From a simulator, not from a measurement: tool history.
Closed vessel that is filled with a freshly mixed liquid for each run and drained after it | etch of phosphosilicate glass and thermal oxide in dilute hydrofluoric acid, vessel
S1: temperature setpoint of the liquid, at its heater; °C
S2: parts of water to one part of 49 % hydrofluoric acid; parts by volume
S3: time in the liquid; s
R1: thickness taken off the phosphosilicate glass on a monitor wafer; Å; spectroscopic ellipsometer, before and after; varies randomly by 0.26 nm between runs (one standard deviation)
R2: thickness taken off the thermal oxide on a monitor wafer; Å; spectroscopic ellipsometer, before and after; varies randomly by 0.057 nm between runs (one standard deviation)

run	hour	S1	S2	S3	R1	R2
1	0.0	23.0	215	60	392.70	10.246
2	2.5	24.5	205	60	438.74	12.245
3	8.4	26.0	205	60	459.29	12.857
4	10.0	26.5	195	60	499.49	14.035
5	18.1	27.0	190	60	525.88	15.081
6	24.1	27.0	240	60	393.56	10.347

What will run 7 give?
7	29.2	28.0	230	60	?	?

{"run 7": {"R1": 432.73, "R2": 11.576}}

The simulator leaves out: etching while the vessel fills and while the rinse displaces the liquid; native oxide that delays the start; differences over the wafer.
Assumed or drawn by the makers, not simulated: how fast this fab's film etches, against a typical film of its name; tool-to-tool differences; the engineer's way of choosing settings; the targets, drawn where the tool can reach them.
